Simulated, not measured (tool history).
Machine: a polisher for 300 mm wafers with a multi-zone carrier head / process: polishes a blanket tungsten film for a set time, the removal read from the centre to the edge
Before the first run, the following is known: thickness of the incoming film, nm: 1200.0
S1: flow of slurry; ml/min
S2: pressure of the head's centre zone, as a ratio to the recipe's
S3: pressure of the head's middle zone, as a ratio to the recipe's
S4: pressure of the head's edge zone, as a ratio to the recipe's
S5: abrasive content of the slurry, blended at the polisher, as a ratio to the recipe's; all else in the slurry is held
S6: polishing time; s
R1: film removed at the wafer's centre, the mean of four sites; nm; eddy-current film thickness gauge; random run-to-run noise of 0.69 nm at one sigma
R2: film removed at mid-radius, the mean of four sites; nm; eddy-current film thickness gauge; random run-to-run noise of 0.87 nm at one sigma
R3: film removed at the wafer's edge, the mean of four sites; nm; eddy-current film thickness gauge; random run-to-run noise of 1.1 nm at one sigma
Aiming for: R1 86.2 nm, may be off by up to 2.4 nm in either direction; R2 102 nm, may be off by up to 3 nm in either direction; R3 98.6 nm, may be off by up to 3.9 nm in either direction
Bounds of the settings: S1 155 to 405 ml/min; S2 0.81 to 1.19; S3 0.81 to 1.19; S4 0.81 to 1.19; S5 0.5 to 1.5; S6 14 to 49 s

run 1 hour=0 | S1=260 S2=1 S3=1 S4=1 S5=1 S6=31 | R1=104.61 R2=107.41 R3=105.83
run 2 hour=7.8 | S1=255 S2=0.99 S3=1 S4=0.99 S5=1 S6=31 | R1=104.74 R2=106.95 R3=106.57
run 3 hour=11.7 | S1=255 S2=0.97 S3=1 S4=0.98 S5=0.95 S6=31 | R1=100.26 R2=105.93 R3=105.6
run 4 hour=14.8 | S1=255 S2=0.96 S3=1 S4=0.97 S5=0.95 S6=31 | R1=97.15 R2=106.68 R3=105.19
run 5 hour=18.6 | S1=255 S2=0.96 S3=1 S4=0.97 S5=0.75 S6=31 | R1=95.957 R2=101.66 R3=103.04
run 6 hour=25.4 | S1=255 S2=0.96 S3=1.08 S4=0.97 S5=0.75 S6=31 | R1=95.36 R2=109.85 R3=99.949
run 7 hour=32.2 | S1=250 S2=0.95 S3=1.08 S4=0.97 S5=0.75 S6=31 | R1=94.783 R2=108.88 R3=102.23
run 8 hour=36.6 | S1=250 S2=0.94 S3=1.08 S4=0.96 S5=0.75 S6=31 | R1=92.059 R2=108.99 R3=102.14
run 9 hour=44.6 | S1=245 S2=0.94 S3=1.08 S4=0.96 S5=0.75 S6=31 | R1=92.427 R2=106.98 R3=97.176
run 10 hour=50.7 | S1=245 S2=0.93 S3=1.08 S4=0.97 S5=0.75 S6=31 | R1=91.646 R2=109.41 R3=101.39
run 11 hour=52.8 | S1=240 S2=0.93 S3=1.08 S4=0.97 S5=0.75 S6=31 | R1=90.989 R2=108.76 R3=100.52
run 12 hour=58.1 | S1=235 S2=0.93 S3=1.08 S4=0.97 S5=0.75 S6=31 | R1=92.2 R2=108.51 R3=101.29
run 13 hour=61.4 | S1=235 S2=0.93 S3=1.08 S4=0.96 S5=0.75 S6=31 | R1=91.556 R2=108.09 R3=99.837

Which one of the following 4 next-run settings gets every result inside its allowed miss? There is exactly one.
run A hour=64.7 | S1=265 S2=0.89 S3=1.03 S4=0.97 S5=0.5 S6=32 | R1=? R2=? R3=?
run B hour=64.7 | S1=185 S2=1.04 S3=1.04 S4=0.97 S5=0.6 S6=32 | R1=? R2=? R3=?
run C hour=64.7 | S1=240 S2=0.94 S3=1.16 S4=0.87 S5=0.7 S6=33 | R1=? R2=? R3=?
run D hour=64.7 | S1=290 S2=0.86 S3=1.11 S4=1 S5=0.7 S6=31 | R1=? R2=? R3=?

move=A R1=86.475 R2=101.2 R3=98.024
move=B R1=97.699 R2=99.03 R3=96.548
move=C R1=97.542 R2=119.39 R3=99.685
move=D R1=85.887 R2=110.59 R3=101.74
A: meets every target
B: the biggest miss grows against the last run
C: the biggest miss grows against the last run
D: gets the furthest-off result to its target, but another result is out of tolerance
Go with A: it meets all targets.
